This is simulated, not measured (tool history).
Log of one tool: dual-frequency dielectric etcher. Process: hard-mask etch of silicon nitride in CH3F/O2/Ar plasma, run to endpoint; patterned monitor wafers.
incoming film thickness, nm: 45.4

| run | day | source power (W) | bias power (W) | endpoint time (s) |
|---|---|---|---|---|
| 1 | 0.000 | 500 | 91 | 56.030 |
| 2 | 0.346 | 440 | 83 | 61.863 |
| 3 | 0.617 | 470 | 83 | 59.966 |
| 4 | 0.850 | 470 | 90 | 57.798 |
| 5 | 1.071 | 420 | 86 | 62.485 |
| 6 | 1.171 | 460 | 86 | 59.672 |
| 7 | 1.238 | 410 | 85 | 63.001 |

Run 8 comes next. What will it give?
| 8 | 1.525 | 380 | 84 | ? |

endpoint time (s): 66.324
